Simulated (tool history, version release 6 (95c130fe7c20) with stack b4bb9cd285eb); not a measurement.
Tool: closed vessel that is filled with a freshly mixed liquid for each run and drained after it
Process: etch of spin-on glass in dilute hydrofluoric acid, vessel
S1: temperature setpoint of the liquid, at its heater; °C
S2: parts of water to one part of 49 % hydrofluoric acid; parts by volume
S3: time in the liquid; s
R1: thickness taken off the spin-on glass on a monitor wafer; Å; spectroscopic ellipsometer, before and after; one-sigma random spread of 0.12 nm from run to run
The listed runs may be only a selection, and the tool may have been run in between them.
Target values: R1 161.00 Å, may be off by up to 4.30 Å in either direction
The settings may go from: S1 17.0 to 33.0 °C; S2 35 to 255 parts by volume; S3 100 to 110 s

| run | day | S1 | S2 | S3 | R1 |
|---|---|---|---|---|---|
| 1 | 0.000 | 25.0 | 145 | 100 | 220.33 |
| 2 | 0.296 | 23.5 | 145 | 100 | 205.39 |
| 3 | 0.475 | 27.0 | 145 | 100 | 237.07 |
| 4 | 0.662 | 24.5 | 145 | 100 | 215.28 |
| 5 | 1.000 | 24.5 | 145 | 100 | 215.24 |
| 6 | 1.050 | 23.5 | 145 | 100 | 206.21 |
| 7 | 1.271 | 22.5 | 145 | 100 | 195.57 |
| 8 | 1.638 | 22.0 | 145 | 100 | 195.65 |

5 candidate next runs follow, results not yet known. Just one meets every target within its allowed miss. Identify it.
| A | 2.004 | 23.0 | 135 | 110 | ? |
| B | 2.004 | 21.5 | 105 | 100 | ? |
| C | 2.004 | 22.5 | 135 | 110 | ? |
| D | 2.004 | 23.0 | 175 | 100 | ? |
| E | 2.004 | 20.5 | 150 | 100 | ? |

| move | R1 |
|---|---|
| A | 242.58 |
| B | 276.46 |
| C | 237.88 |
| D | 162.73 |
| E | 176.97 |
A: lands further from the targets than the last run did
B: lands further from the targets than the last run did
C: lands further from the targets than the last run did
D: meets every target
E: moves toward the targets from the last run without getting all of them in spec
D is the move that brings every result within its allowed miss.
